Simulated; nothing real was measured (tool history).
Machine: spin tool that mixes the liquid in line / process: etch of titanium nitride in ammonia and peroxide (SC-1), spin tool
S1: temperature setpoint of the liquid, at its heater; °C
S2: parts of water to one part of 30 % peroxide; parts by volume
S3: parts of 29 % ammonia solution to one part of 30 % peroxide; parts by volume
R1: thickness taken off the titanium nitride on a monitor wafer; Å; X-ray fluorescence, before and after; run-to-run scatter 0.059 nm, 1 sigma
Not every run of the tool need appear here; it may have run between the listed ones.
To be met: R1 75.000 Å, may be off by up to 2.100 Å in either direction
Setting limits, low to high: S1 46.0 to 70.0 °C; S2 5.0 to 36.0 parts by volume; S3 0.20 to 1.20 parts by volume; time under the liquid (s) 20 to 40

Run 1, day 0.000: S1 62.0 °C, S2 20.0 parts by volume, S3 0.80 parts by volume, time under the liquid (s) 40. Result: R1 31.755 Å.
Run 2, day 0.054: S1 66.5 °C, S2 20.0 parts by volume, S3 0.80 parts by volume, time under the liquid (s) 40. Result: R1 42.737 Å.
Run 3, day 0.212: S1 66.5 °C, S2 20.0 parts by volume, S3 0.55 parts by volume, time under the liquid (s) 40. Result: R1 39.194 Å.
Run 4, day 0.371: S1 66.5 °C, S2 20.0 parts by volume, S3 0.75 parts by volume, time under the liquid (s) 40. Result: R1 41.495 Å.
Run 5, day 0.646: S1 64.0 °C, S2 20.0 parts by volume, S3 0.75 parts by volume, time under the liquid (s) 40. Result: R1 35.589 Å.
Run 6, day 0.746: S1 64.0 °C, S2 14.5 parts by volume, S3 0.75 parts by volume, time under the liquid (s) 40. Result: R1 42.240 Å.
Run 7, day 0.921: S1 65.5 °C, S2 13.0 parts by volume, S3 0.75 parts by volume, time under the liquid (s) 40. Result: R1 49.571 Å.
At day 0.962: thermometer replaced.
Run 8, day 0.962: S1 70.0 °C, S2 9.0 parts by volume, S3 0.75 parts by volume, time under the liquid (s) 40. Result: R1 68.619 Å.

Next run, 5 choices. One meets every target within its allowed miss, the rest don't. Which?
Run A, day 1.004: S1 70.0 °C, S2 7.0 parts by volume, S3 0.90 parts by volume, time under the liquid (s) 40. Result: R1 ?.
Run B, day 1.004: S1 70.0 °C, S2 7.0 parts by volume, S3 0.85 parts by volume, time under the liquid (s) 40. Result: R1 ?.
Run C, day 1.004: S1 70.0 °C, S2 7.5 parts by volume, S3 1.05 parts by volume, time under the liquid (s) 40. Result: R1 ?.
Run D, day 1.004: S1 67.0 °C, S2 5.0 parts by volume, S3 0.65 parts by volume, time under the liquid (s) 40. Result: R1 ?.
Run E, day 1.004: S1 68.5 °C, S2 5.0 parts by volume, S3 0.50 parts by volume, time under the liquid (s) 40. Result: R1 ?.

move      R1
   A  80.580
   B  79.934
   C  79.661
   D  74.591
   E  78.818
A: takes the result that was furthest off past its target
B: takes the result that was furthest off past its target
C: takes the result that was furthest off past its target
D: all results in spec
E: takes the result that was furthest off past its target
Answer: D
